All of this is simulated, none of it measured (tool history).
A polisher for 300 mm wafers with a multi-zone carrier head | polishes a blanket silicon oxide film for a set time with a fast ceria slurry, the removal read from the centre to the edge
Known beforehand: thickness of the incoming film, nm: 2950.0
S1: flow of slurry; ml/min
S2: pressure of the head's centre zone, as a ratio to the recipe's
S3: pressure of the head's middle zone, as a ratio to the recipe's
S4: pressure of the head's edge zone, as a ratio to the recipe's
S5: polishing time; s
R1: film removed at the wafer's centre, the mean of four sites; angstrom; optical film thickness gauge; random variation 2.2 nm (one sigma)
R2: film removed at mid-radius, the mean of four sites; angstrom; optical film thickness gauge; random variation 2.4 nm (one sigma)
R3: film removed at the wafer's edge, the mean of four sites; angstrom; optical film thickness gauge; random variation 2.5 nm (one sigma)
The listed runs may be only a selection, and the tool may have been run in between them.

run	hour	S1	S2	S3	S4	S5	R1	R2	R3
1	0.0	305	1.00	1.00	1.00	52	4717.4	4652.0	4990.1
2	8.1	290	0.97	0.99	0.96	45	3890.6	4107.3	4179.7
3	13.4	290	0.97	0.99	0.96	58	5082.6	5178.0	5427.6
4	15.6	290	0.97	0.99	0.99	58	5123.9	5182.9	5453.5
5	21.4	290	0.97	0.99	1.05	58	5086.2	5098.7	5685.1
6	23.0	235	0.97	0.99	1.05	58	4932.5	4962.0	5453.4
7	29.5	225	0.95	0.97	1.01	50	4188.3	4261.4	4727.1
8	37.5	215	0.93	0.96	0.96	43	3486.2	3638.0	3906.0
9	38.4	215	0.92	0.95	0.93	39	3135.8	3258.6	3444.5

Run 10 is up next; what results do you expect?
10	44.9	220	0.90	0.94	0.91	37	?	?	?

R1: 2888.2 angstrom
R2: 3127.8 angstrom
R3: 3224.8 angstrom

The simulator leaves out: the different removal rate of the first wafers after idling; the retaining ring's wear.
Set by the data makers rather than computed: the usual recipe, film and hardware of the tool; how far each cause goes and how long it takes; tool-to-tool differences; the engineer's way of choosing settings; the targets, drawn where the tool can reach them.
